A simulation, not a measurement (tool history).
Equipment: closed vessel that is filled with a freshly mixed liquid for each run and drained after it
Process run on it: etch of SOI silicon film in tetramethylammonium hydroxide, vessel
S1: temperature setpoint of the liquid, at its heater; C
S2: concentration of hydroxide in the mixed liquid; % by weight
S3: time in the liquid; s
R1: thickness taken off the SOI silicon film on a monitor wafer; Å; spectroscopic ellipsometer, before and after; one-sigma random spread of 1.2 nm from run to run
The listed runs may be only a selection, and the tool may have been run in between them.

run    day    S1    S2  S3      R1
  1      0    60  11.5  35    1211
  2  0.192  61.5  11.5  35  1360.2
  3  0.379  61.5  11.5  30  1149.7
  4  0.421  61.5  11.5  30    1148
  5  0.783  63.5  11.5  30  1306.4
  6  0.971  63.5  11.5  30  1314.8

For run 7, what comes out?
  7  1.183  64.5  11.5  30   ?

Run 7 yielded R1 1389.9 Å.
